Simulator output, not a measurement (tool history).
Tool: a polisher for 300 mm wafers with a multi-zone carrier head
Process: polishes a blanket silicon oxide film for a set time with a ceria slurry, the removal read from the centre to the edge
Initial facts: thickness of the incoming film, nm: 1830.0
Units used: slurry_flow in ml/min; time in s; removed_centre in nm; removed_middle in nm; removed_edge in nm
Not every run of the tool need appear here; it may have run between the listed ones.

{"run": 1, "day": 0.0, "slurry_flow": 180, "centre_zone": 1, "middle_zone": 1, "edge_zone": 1, "time": 60, "removed_centre": 363.11, "removed_middle": 335.01, "removed_edge": 336}
{"run": 2, "day": 0.204, "slurry_flow": 180, "centre_zone": 1.08, "middle_zone": 1, "edge_zone": 1, "time": 60, "removed_centre": 397.36, "removed_middle": 343.9, "removed_edge": 333.86}
{"run": 3, "day": 0.392, "slurry_flow": 175, "centre_zone": 1.04, "middle_zone": 1.02, "edge_zone": 0.98, "time": 59, "removed_centre": 372.2, "removed_middle": 340.79, "removed_edge": 324.97}
{"run": 4, "day": 0.762, "slurry_flow": 170, "centre_zone": 1.01, "middle_zone": 1.04, "edge_zone": 0.96, "time": 58, "removed_centre": 346.18, "removed_middle": 334.16, "removed_edge": 318.77}
{"run": 5, "day": 0.838, "slurry_flow": 170, "centre_zone": 1.01, "middle_zone": 1.04, "edge_zone": 1.05, "time": 58, "removed_centre": 353.8, "removed_middle": 337.96, "removed_edge": 324.92}
{"run": 6, "day": 1.033, "slurry_flow": 165, "centre_zone": 0.99, "middle_zone": 1.06, "edge_zone": 1.04, "time": 57, "removed_centre": 335.71, "removed_middle": 326.46, "removed_edge": 321.39}
{"run": 7, "day": 1.379, "slurry_flow": 165, "centre_zone": 0.98, "middle_zone": 1.08, "edge_zone": 1, "time": 56, "removed_centre": 330.93, "removed_middle": 323.39, "removed_edge": 306.54}
{"run": 8, "day": 1.454, "slurry_flow": 160, "centre_zone": 0.95, "middle_zone": 1.1, "edge_zone": 0.97, "time": 56, "removed_centre": 320.17, "removed_middle": 338.08, "removed_edge": 303.6}
{"run": 9, "day": 1.704, "slurry_flow": 130, "centre_zone": 0.85, "middle_zone": 1.1, "edge_zone": 0.92, "time": 54, "removed_centre": 256.85, "removed_middle": 304.72, "removed_edge": 276.77}
{"run": 10, "day": 1.833, "slurry_flow": 135, "centre_zone": 0.85, "middle_zone": 1.11, "edge_zone": 0.92, "time": 54, "removed_centre": 261.62, "removed_middle": 317.34, "removed_edge": 280.02}
{"run": 11, "day": 1.862, "slurry_flow": 140, "centre_zone": 0.85, "middle_zone": 1.11, "edge_zone": 0.92, "time": 54, "removed_centre": 264.7, "removed_middle": 321.14, "removed_edge": 278.17}

Expected results for the next run?
{"run": 12, "day": 1.95, "slurry_flow": 145, "centre_zone": 0.85, "middle_zone": 1.11, "edge_zone": 0.92, "time": 54, "removed_centre": "?", "removed_middle": "?", "removed_edge": "?"}

removed_centre: 266.45 nm
removed_middle: 321.6 nm
removed_edge: 280.44 nm
